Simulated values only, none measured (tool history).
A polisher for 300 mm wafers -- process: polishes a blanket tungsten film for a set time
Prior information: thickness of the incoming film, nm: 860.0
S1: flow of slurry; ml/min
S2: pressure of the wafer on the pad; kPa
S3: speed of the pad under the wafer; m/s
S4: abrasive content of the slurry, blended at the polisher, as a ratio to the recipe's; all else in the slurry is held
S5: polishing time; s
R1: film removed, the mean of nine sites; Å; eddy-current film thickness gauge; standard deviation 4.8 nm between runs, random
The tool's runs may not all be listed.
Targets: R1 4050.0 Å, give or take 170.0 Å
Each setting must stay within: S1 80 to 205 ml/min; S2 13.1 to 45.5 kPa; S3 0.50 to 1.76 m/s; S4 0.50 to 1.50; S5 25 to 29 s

run,hour,S1,S2,S3,S4,S5,R1
1,0.0,135,29.0,1.12,1.00,29,2121.8
2,7.4,135,31.7,1.12,1.00,29,2232.5
3,15.5,135,31.7,1.12,0.85,29,2190.4
4,21.3,135,24.8,1.12,0.85,29,1688.1
5,22.3,135,27.6,1.14,0.85,29,1960.1
6,28.4,135,20.7,1.14,0.85,29,1465.8
7,30.2,135,24.1,1.14,0.85,29,1688.2
8,32.5,135,27.6,1.14,0.85,29,1930.7
9,37.8,135,30.3,1.14,0.85,29,2157.8
10,38.5,150,38.6,1.20,0.85,29,2864.3

Which single option among these 4 for the next run brings every result within its allowed miss of target? Just one does.
A,39.2,165,44.8,1.42,0.85,29,?
B,39.2,160,39.3,1.48,0.85,29,?
C,39.2,160,38.6,1.16,0.80,28,?
D,39.2,175,44.1,1.56,0.95,29,?

move,R1
A,3948.9
B,3598.4
C,2655.1
D,4416.3
A: all results land within tolerance of their targets
B: better than the last run, though not everything is in spec
C: moves away from the targets compared with the last run
D: carries the result that was furthest off beyond its target, to the other side
A meets every target.
